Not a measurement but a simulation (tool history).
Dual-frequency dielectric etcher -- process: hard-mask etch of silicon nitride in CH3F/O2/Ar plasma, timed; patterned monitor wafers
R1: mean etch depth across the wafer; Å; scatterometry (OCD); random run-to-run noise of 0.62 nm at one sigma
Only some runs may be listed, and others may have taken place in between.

{"run": 1, "day": 0.0, "source power (kW)": 0.43, "bias power (kW)": 0.079, "etch time (s)": 297.5, "R1": 2110}
{"run": 2, "day": 0.138, "source power (kW)": 0.42, "bias power (kW)": 0.079, "etch time (s)": 297.5, "R1": 2083.9}
{"run": 3, "day": 0.225, "source power (kW)": 0.41, "bias power (kW)": 0.079, "etch time (s)": 297.5, "R1": 2077.4}
{"run": 4, "day": 0.267, "source power (kW)": 0.4, "bias power (kW)": 0.079, "etch time (s)": 297.5, "R1": 2060.1}
{"run": 5, "day": 0.512, "source power (kW)": 0.39, "bias power (kW)": 0.079, "etch time (s)": 297.5, "R1": 2044.1}
{"run": 6, "day": 0.588, "source power (kW)": 0.39, "bias power (kW)": 0.079, "etch time (s)": 297.5, "R1": 2035.6}
{"run": 7, "day": 0.654, "source power (kW)": 0.38, "bias power (kW)": 0.079, "etch time (s)": 297.5, "R1": 2027}

Predict the results of run 8:
{"run": 8, "day": 0.858, "source power (kW)": 0.38, "bias power (kW)": 0.079, "etch time (s)": 297.5, "R1": "?"}

{"run 8": {"R1": 2030}}
